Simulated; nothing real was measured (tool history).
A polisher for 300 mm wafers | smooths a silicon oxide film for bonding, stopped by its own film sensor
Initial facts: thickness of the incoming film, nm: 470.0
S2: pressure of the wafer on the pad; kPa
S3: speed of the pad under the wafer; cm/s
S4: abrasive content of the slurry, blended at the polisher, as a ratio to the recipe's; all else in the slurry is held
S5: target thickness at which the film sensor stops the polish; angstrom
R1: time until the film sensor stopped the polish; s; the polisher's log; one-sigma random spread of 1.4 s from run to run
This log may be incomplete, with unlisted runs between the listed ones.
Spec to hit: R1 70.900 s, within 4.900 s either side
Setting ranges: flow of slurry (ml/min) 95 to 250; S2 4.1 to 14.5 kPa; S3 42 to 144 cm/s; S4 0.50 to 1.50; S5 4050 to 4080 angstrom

{"run": 1, "hour": 0.0, "flow of slurry (ml/min)": 160, "S2": 9.0, "S3": 92, "S4": 1.0, "S5": 4080, "R1": 132.14}
{"run": 2, "hour": 1.3, "flow of slurry (ml/min)": 160, "S2": 9.0, "S3": 84, "S4": 1.0, "S5": 4080, "R1": 139.77}
{"run": 3, "hour": 7.6, "flow of slurry (ml/min)": 160, "S2": 9.0, "S3": 84, "S4": 1.0, "S5": 4050, "R1": 149.3}
{"run": 4, "hour": 16.4, "flow of slurry (ml/min)": 160, "S2": 10.3, "S3": 88, "S4": 1.0, "S5": 4050, "R1": 127.89}
{"run": 5, "hour": 20.5, "flow of slurry (ml/min)": 160, "S2": 10.3, "S3": 88, "S4": 1.0, "S5": 4050, "R1": 119.28}
{"run": 6, "hour": 27.8, "flow of slurry (ml/min)": 160, "S2": 9.0, "S3": 88, "S4": 1.0, "S5": 4050, "R1": 143.52}
{"hour": 32.7, "done": "slurry blender recalibrated"}
{"run": 7, "hour": 32.7, "flow of slurry (ml/min)": 160, "S2": 10.3, "S3": 92, "S4": 1.0, "S5": 4050, "R1": 112.69}
{"run": 8, "hour": 40.4, "flow of slurry (ml/min)": 160, "S2": 11.0, "S3": 92, "S4": 1.0, "S5": 4050, "R1": 100.95}
{"run": 9, "hour": 41.6, "flow of slurry (ml/min)": 160, "S2": 11.7, "S3": 92, "S4": 1.0, "S5": 4050, "R1": 95.379}
{"run": 10, "hour": 45.3, "flow of slurry (ml/min)": 160, "S2": 12.4, "S3": 92, "S4": 1.0, "S5": 4050, "R1": 95.503}
{"run": 11, "hour": 49.0, "flow of slurry (ml/min)": 160, "S2": 13.1, "S3": 94, "S4": 1.0, "S5": 4050, "R1": 83.48}
{"run": 12, "hour": 51.2, "flow of slurry (ml/min)": 160, "S2": 13.8, "S3": 96, "S4": 1.0, "S5": 4050, "R1": 79.315}
{"run": 13, "hour": 54.7, "flow of slurry (ml/min)": 160, "S2": 13.8, "S3": 98, "S4": 1.0, "S5": 4050, "R1": 78.254}
{"run": 14, "hour": 58.1, "flow of slurry (ml/min)": 160, "S2": 13.8, "S3": 98, "S4": 1.0, "S5": 4050, "R1": 78.985}
{"run": 15, "hour": 63.6, "flow of slurry (ml/min)": 160, "S2": 13.8, "S3": 98, "S4": 1.0, "S5": 4050, "R1": 79.125}
{"run": 16, "hour": 66.4, "flow of slurry (ml/min)": 160, "S2": 13.8, "S3": 100, "S4": 1.0, "S5": 4050, "R1": 75.964}

Which one of the following 4 next-run settings gets every result inside its allowed miss? There is exactly one.
{"run": "A", "hour": 69.2, "flow of slurry (ml/min)": 135, "S2": 12.4, "S3": 110, "S4": 0.95, "S5": 4050, "R1": "?"}
{"run": "B", "hour": 69.2, "flow of slurry (ml/min)": 170, "S2": 12.4, "S3": 106, "S4": 0.95, "S5": 4050, "R1": "?"}
{"run": "C", "hour": 69.2, "flow of slurry (ml/min)": 170, "S2": 12.4, "S3": 126, "S4": 0.85, "S5": 4080, "R1": "?"}
{"run": "D", "hour": 69.2, "flow of slurry (ml/min)": 215, "S2": 13.8, "S3": 96, "S4": 0.95, "S5": 4050, "R1": "?"}

move=A R1=82.800
move=B R1=82.778
move=C R1=72.806
move=D R1=78.669
A: further off than the last run
B: further off than the last run
C: all results in spec
D: further off than the last run
The right move is C.
